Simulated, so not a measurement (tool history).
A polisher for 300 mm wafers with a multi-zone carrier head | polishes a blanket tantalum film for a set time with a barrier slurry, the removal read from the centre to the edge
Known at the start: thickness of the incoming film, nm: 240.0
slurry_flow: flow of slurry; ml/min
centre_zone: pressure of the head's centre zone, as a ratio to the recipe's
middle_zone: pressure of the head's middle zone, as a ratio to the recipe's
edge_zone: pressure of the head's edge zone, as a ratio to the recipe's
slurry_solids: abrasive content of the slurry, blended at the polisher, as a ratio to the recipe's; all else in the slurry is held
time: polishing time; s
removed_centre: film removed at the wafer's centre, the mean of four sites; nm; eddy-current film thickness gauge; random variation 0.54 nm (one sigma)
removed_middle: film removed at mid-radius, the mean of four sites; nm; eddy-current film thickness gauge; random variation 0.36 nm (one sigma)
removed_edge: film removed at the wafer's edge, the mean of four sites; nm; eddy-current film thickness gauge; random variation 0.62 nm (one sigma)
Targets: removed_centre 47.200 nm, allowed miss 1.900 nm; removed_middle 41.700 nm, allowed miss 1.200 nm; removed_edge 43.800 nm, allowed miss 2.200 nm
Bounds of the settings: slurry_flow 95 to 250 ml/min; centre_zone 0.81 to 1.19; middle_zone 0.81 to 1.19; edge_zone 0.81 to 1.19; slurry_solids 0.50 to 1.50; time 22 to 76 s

run,day,slurry_flow,centre_zone,middle_zone,edge_zone,slurry_solids,time,removed_centre,removed_middle,removed_edge
1,0.000,160,1.00,1.00,1.00,1.00,49,54.005,57.506,56.363
2,0.342,195,1.00,1.00,1.00,1.00,49,56.906,58.394,56.354
3,0.612,195,1.00,1.00,1.00,0.85,49,52.565,53.434,52.781
4,0.912,195,1.00,1.00,0.92,0.85,49,52.485,54.115,50.257
5,1.108,195,1.00,0.98,0.91,0.85,49,52.224,53.512,51.432
6,1.350,195,1.00,0.98,0.88,0.85,49,52.776,52.906,50.452
7,1.400,195,1.00,0.97,0.88,0.80,49,50.203,51.024,48.533
8,1.708,195,1.01,0.96,0.87,0.80,49,50.839,50.041,48.386
9,2.008,195,1.01,0.96,0.87,0.80,49,50.830,50.369,47.763
10,2.096,190,1.01,0.95,0.87,0.80,49,51.213,49.853,49.206
11,2.262,190,1.01,0.95,0.87,0.80,49,50.595,50.018,49.415
12,2.512,190,1.02,0.94,0.87,0.75,49,47.878,46.932,46.872
13,2.792,185,1.03,0.94,0.87,0.75,49,48.056,46.633,47.016
14,3.000,145,1.08,0.87,0.81,0.65,49,45.380,37.837,40.254
15,3.321,150,1.08,0.87,0.81,0.65,49,45.343,38.921,39.277
16,3.588,155,1.08,0.87,0.82,0.65,49,45.498,38.820,39.647
17,3.642,155,1.08,0.87,0.83,0.65,49,45.424,38.224,39.162
18,3.788,155,1.07,0.87,0.83,0.65,49,44.983,38.809,39.998
19,3.921,190,1.05,0.88,0.91,0.75,49,50.434,44.182,47.600
20,4.050,190,1.05,0.88,0.91,0.75,49,50.414,45.067,46.432
21,4.388,185,1.05,0.88,0.91,0.75,49,50.368,44.732,47.752
22,4.500,180,1.04,0.86,0.83,0.60,48,39.407,35.502,36.291
23,4.725,180,1.05,0.87,0.85,0.60,48,40.252,35.434,37.543
24,5.092,180,1.06,0.88,0.86,0.60,48,40.912,36.622,37.964
25,5.292,220,1.13,0.90,0.96,0.70,48,51.212,43.634,45.074
26,5.542,215,1.12,0.90,0.96,0.70,48,51.280,43.519,46.091
27,5.571,210,1.12,0.90,0.96,0.70,48,51.307,42.329,45.620

5 next moves are on the table. One of them brings every result within its allowed miss. Which?
A,5.600,220,1.16,0.85,1.02,0.75,48,?,?,?
B,5.600,215,1.19,0.88,0.94,0.75,45,?,?,?
C,5.600,190,1.09,0.92,0.98,0.65,49,?,?,?
D,5.600,195,1.19,0.92,0.87,0.65,52,?,?,?
E,5.600,220,0.97,0.85,1.00,0.65,54,?,?,?

move,removed_centre,removed_middle,removed_edge
A,56.006,43.773,49.316
B,53.734,42.120,44.624
C,46.967,41.808,43.525
D,54.629,44.481,44.175
E,46.846,43.887,48.991
A: further off than the last run
B: further off than the last run
C: meets every target
D: further off than the last run
E: brings the result that was furthest off to its target, and leaves another outside
Move C is the one to make.

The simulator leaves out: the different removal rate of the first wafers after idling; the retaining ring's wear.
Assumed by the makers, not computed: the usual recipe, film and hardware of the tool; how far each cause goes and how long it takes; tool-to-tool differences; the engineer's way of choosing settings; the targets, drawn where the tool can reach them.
